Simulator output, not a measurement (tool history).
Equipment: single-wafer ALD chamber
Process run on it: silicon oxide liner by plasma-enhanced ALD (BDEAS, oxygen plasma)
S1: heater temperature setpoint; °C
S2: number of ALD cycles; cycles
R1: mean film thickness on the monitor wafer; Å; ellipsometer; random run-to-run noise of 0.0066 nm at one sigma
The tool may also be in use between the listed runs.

| run | hour | S1 | S2 | R1 |
|---|---|---|---|---|
| 1 | 0.0 | 315 | 30 | 27.383 |
| 2 | 3.0 | 315 | 27 | 24.737 |
| 3 | 11.6 | 315 | 30 | 27.490 |
| 4 | 16.7 | 315 | 28 | 25.702 |
| 5 | 24.6 | 315 | 24 | 21.939 |
| 6 | 26.9 | 315 | 22 | 20.170 |
| 7 | 31.9 | 315 | 22 | 20.063 |
| 8 | 38.0 | 314 | 25 | 22.706 |
| 9 | 39.2 | 314 | 24 | 22.107 |

Predict the results of run 10:
| 10 | 41.3 | 315 | 22 | ? |

{"run 10": {"R1": 20.117}}

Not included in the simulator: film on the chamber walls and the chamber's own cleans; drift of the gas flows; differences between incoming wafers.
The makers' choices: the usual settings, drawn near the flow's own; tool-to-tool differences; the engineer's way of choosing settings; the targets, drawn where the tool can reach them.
